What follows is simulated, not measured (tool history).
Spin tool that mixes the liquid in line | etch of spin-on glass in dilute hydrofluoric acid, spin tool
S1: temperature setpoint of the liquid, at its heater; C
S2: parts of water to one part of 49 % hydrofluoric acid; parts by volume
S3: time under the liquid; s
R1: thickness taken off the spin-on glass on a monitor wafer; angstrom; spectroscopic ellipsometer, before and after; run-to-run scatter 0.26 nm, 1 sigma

run    day    S1   S2   S3      R1
  1      0    25  300  100  189.41
  2  0.346    28  300  100   207.9
  3  0.479  28.5  295  100   219.7
  4  0.554    26  295  100  201.78
  5  0.842    26  205  100  316.04
  6  0.979    26  260  100  237.08
  7  1.188  26.5  260  100   240.9

What does the tool deliver on the next run?
  8  1.329  27  260  100   ?

R1: 243.27 angstrom
